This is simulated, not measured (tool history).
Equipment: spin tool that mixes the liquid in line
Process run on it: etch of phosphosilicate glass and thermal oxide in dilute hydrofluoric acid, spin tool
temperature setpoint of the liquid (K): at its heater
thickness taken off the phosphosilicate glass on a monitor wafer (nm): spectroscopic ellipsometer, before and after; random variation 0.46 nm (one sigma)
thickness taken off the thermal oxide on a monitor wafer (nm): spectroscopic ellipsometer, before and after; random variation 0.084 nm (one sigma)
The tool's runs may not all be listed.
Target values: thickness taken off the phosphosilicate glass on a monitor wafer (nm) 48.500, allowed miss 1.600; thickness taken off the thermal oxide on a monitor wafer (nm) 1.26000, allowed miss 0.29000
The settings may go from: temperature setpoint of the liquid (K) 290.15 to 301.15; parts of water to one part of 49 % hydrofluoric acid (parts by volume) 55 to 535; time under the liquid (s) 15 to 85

| run | day | temperature setpoint of the liquid (K) | parts of water to one part of 49 % hydrofluoric acid (parts by volume) | time under the liquid (s) | thickness taken off the phosphosilicate glass on a monitor wafer (nm) | thickness taken off the thermal oxide on a monitor wafer (nm) |
|---|---|---|---|---|---|---|
| 1 | 0.000 | 293.15 | 295 | 45 | 20.791 | 0.48989 |
| 2 | 0.167 | 293.15 | 335 | 45 | 17.652 | 0.44972 |
| 3 | 0.321 | 294.65 | 295 | 45 | 21.767 | 0.55635 |
| 4 | 0.675 | 295.65 | 255 | 45 | 27.356 | 0.72222 |
| 5 | 0.775 | 295.65 | 170 | 45 | 43.793 | 1.25470 |
| 6 | 0.808 | 296.15 | 170 | 45 | 44.584 | 1.09320 |
|  | 1.167 | hydrofluoric acid flow meter replaced |
| 7 | 1.167 | 296.65 | 170 | 45 | 42.842 | 1.22100 |
| 8 | 1.404 | 296.15 | 165 | 45 | 43.154 | 1.21900 |
| 9 | 1.642 | 296.65 | 165 | 45 | 43.949 | 1.06290 |
| 10 | 1.817 | 296.15 | 160 | 45 | 45.162 | 1.16060 |
| 11 | 2.058 | 296.65 | 160 | 45 | 46.623 | 1.23220 |

Exercise: of the 4 proposed moves below, exactly one satisfies all targets within the stated allowed misses. Which move is it?
| A | 2.300 | 293.65 | 55 | 15 | ? | ? |
| B | 2.300 | 294.65 | 130 | 40 | ? | ? |
| C | 2.300 | 294.65 | 150 | 45 | ? | ? |
| D | 2.300 | 294.65 | 95 | 25 | ? | ? |

| move | thickness taken off the phosphosilicate glass on a monitor wafer (nm) | thickness taken off the thermal oxide on a monitor wafer (nm) |
|---|---|---|
| A | 44.352 | 1.30660 |
| B | 47.794 | 1.40790 |
| C | 45.592 | 1.34310 |
| D | 42.534 | 1.25300 |
A: misses by more than the last run did
B: each result inside its tolerance
C: misses by more than the last run did
D: misses by more than the last run did
Answer: B

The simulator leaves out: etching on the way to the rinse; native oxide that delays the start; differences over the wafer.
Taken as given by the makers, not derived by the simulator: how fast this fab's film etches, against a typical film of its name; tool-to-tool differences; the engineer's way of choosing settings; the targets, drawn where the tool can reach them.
